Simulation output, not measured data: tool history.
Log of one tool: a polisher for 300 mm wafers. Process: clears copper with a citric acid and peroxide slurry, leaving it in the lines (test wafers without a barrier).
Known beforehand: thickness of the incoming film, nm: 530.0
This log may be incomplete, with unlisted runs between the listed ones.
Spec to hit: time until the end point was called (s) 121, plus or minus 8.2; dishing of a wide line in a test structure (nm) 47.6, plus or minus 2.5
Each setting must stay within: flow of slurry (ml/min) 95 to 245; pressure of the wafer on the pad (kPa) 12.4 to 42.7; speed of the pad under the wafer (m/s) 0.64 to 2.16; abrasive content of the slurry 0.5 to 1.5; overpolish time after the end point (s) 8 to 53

run	hour	flow of slurry (ml/min)	pressure of the wafer on the pad (kPa)	speed of the pad under the wafer (m/s)	abrasive content of the slurry	overpolish time after the end point (s)	time until the end point was called (s)	dishing of a wide line in a test structure (nm)
1	0	155	27.6	1.4	1	27	152.05	69.688
2	3.2	155	28.3	1.4	1	25	149.67	66.506
3	7.5	155	29	1.4	1	23	147.29	61.461
4	9.7	155	32.4	1.4	1	23	128.31	68.879
5	16.9	155	35.9	1.4	1	23	118.29	75.913
6	24.9	155	35.9	1.4	1	21	115.63	68.595
7	33	155	35.9	1.4	1	20	119.12	66.988
8	37.2	155	35.9	1.4	1	19	123.64	64.598
9	39.5	155	36.5	1.4	1	18	118.65	63.351
10	40.2	155	36.5	1.4	1	17	115.34	58.868
# hour 44.5: slurry blender recalibrated
11	44.5	155	35.2	1.4	1	15	117.09	52.463

Below are 4 possible settings for the next run. Only one of them brings all results inside the allowed miss of their targets. Which is it?
A	48.8	140	35.2	1.34	1.05	14	?	?
B	48.8	165	33.1	1.38	1.15	16	?	?
C	48.8	170	35.9	1.58	1	10	?	?
D	48.8	115	35.9	1.52	0.8	12	?	?

move	time until the end point was called (s)	dishing of a wide line in a test structure (nm)
A	120.91	47.186
B	119.54	53.356
C	102.45	40.584
D	117.76	42.175
A: each result inside its tolerance
B: misses by more than the last run did
C: pushes the last run's worst result past its target
D: pushes the last run's worst result past its target
So the answer is move A, the one that meets all the targets.
